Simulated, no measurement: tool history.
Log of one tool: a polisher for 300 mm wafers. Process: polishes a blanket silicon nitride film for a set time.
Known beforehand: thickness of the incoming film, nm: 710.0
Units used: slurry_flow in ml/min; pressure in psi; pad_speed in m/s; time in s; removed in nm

run 1 hour=0 | slurry_flow=250 pressure=4.5 pad_speed=1.28 time=93 | removed=269.17
run 2 hour=2.5 | slurry_flow=250 pressure=3.9 pad_speed=1.28 time=93 | removed=233.11
run 3 hour=11 | slurry_flow=250 pressure=3.9 pad_speed=1.28 time=93 | removed=235.53
run 4 hour=15.7 | slurry_flow=250 pressure=3.4 pad_speed=1.28 time=93 | removed=204.1
run 5 hour=18.1 | slurry_flow=250 pressure=4.1 pad_speed=1.28 time=93 | removed=244.47
run 6 hour=23.3 | slurry_flow=250 pressure=3.6 pad_speed=1.28 time=93 | removed=217.07
run 7 hour=29.6 | slurry_flow=250 pressure=3.2 pad_speed=1.28 time=93 | removed=193.18
run 8 hour=35 | slurry_flow=250 pressure=3 pad_speed=1.28 time=93 | removed=179.46
run 9 hour=42.2 | slurry_flow=250 pressure=2.9 pad_speed=1.28 time=93 | removed=175.5
run 10 hour=51 | slurry_flow=250 pressure=2.8 pad_speed=1.28 time=93 | removed=166.87
run 11 hour=57.2 | slurry_flow=245 pressure=2.4 pad_speed=1.28 time=93 | removed=147.08

Run 12 comes next. What will it give?
run 12 hour=57.7 | slurry_flow=245 pressure=2.4 pad_speed=1.28 time=93 | removed=?

Run 12 gave removed 145.86 nm.
